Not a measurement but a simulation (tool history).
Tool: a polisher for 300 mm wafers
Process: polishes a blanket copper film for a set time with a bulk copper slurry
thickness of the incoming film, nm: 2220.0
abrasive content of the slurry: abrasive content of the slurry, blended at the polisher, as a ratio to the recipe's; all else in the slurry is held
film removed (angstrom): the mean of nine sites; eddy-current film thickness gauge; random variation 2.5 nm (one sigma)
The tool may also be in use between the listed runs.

run,day,flow of slurry (ml/min),pressure of the wafer on the pad (kPa),speed of the pad under the wafer (cm/s),abrasive content of the slurry,polishing time (s),film removed (angstrom)
1,0,180,22.1,122,1,29,4369.7
2,0.071,140,22.1,122,1,29,4163
3,0.108,135,20,122,1,29,3807.7
4,0.267,135,20,152,1,29,4703.1
5,0.512,135,20,152,1,25,4078.1
6,0.55,130,17.9,152,1,25,3651.4

The next listed run, before its measurement:
7,0.65,130,16.5,152,1,25,?

film removed (angstrom): 3381.3

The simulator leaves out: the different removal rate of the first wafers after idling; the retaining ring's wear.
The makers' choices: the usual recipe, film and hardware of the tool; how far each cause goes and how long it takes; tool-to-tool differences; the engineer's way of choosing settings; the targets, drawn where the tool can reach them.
